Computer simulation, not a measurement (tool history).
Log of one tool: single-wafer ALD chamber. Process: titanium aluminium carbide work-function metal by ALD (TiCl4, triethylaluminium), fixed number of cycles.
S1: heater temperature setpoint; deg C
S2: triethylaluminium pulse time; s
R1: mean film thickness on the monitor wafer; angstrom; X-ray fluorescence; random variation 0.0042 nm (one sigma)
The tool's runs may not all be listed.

run 1 day=0 | S1=300 S2=8.37 | R1=18.001
run 2 day=0.1 | S1=306 S2=8.37 | R1=18.477
run 3 day=0.454 | S1=312 S2=8.37 | R1=18.823
run 4 day=0.5 | S1=312 S2=10.25 | R1=19.336
run 5 day=0.712 | S1=312 S2=11.72 | R1=19.658
run 6 day=0.929 | S1=306 S2=10.97 | R1=19.139
run 7 day=1.104 | S1=301 S2=10.23 | R1=18.646

Run 8 comes next. What will it give?
run 8 day=1.138 | S1=297 S2=9.58 | R1=?

{"run 8": {"R1": 18.187}}
